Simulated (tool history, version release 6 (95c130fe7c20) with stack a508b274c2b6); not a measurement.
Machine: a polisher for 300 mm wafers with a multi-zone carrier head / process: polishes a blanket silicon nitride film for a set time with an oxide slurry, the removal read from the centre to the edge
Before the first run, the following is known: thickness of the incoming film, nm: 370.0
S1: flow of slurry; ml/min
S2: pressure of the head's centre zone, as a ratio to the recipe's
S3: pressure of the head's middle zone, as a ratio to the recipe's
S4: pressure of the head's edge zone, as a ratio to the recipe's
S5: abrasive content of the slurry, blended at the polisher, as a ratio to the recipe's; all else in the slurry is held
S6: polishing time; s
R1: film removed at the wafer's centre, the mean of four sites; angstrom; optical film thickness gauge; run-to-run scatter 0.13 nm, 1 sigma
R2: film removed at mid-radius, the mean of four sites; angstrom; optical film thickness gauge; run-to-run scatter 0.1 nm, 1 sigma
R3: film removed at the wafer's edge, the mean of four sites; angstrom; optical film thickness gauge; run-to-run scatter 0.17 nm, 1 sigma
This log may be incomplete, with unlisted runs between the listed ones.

| run | hour | S1 | S2 | S3 | S4 | S5 | S6 | R1 | R2 | R3 |
|---|---|---|---|---|---|---|---|---|---|---|
| 1 | 0 | 210 | 1 | 1 | 1 | 1 | 35 | 163.18 | 181.14 | 180.05 |
| 2 | 5.9 | 205 | 0.99 | 0.98 | 0.97 | 0.9 | 34 | 148.14 | 163.83 | 161.47 |
| 3 | 9.6 | 200 | 0.98 | 0.95 | 0.95 | 0.85 | 34 | 139.08 | 154.39 | 159.96 |
| 4 | 11.3 | 205 | 0.99 | 0.95 | 0.94 | 0.75 | 33 | 131.07 | 141.54 | 141.51 |
| 5 | 14.6 | 205 | 0.99 | 0.94 | 0.93 | 0.7 | 33 | 126.83 | 138.64 | 139.62 |
| 6 | 16.5 | 205 | 0.99 | 0.94 | 0.93 | 0.8 | 33 | 136.49 | 144.36 | 148.3 |
| 7 | 19.6 | 205 | 0.99 | 0.93 | 0.92 | 0.75 | 33 | 130.77 | 139.99 | 136.95 |
| 8 | 22.8 | 200 | 0.98 | 0.9 | 0.91 | 0.75 | 33 | 129.47 | 136.22 | 139.21 |
| 9 | 30.6 | 195 | 0.97 | 0.89 | 0.89 | 0.7 | 33 | 124.85 | 129.24 | 132.93 |
| 10 | 39.4 | 190 | 0.96 | 0.89 | 0.88 | 0.7 | 33 | 124.95 | 129.17 | 131.53 |
| 11 | 40 | 185 | 0.94 | 0.88 | 0.87 | 0.7 | 33 | 116.49 | 127.65 | 132.64 |
| 12 | 42.2 | 180 | 0.94 | 0.87 | 0.86 | 0.7 | 33 | 118.19 | 128.08 | 130.28 |
| 13 | 45 | 180 | 0.94 | 0.86 | 0.85 | 0.7 | 33 | 120.46 | 122.19 | 130.73 |
| 14 | 45.6 | 180 | 0.94 | 0.86 | 0.84 | 0.7 | 33 | 118.05 | 125.15 | 125.76 |

Forecast run 15:
| 15 | 49.1 | 175 | 0.94 | 0.85 | 0.83 | 0.7 | 33 | ? | ? | ? |

R1: 120.84 angstrom
R2: 120.99 angstrom
R3: 128.02 angstrom
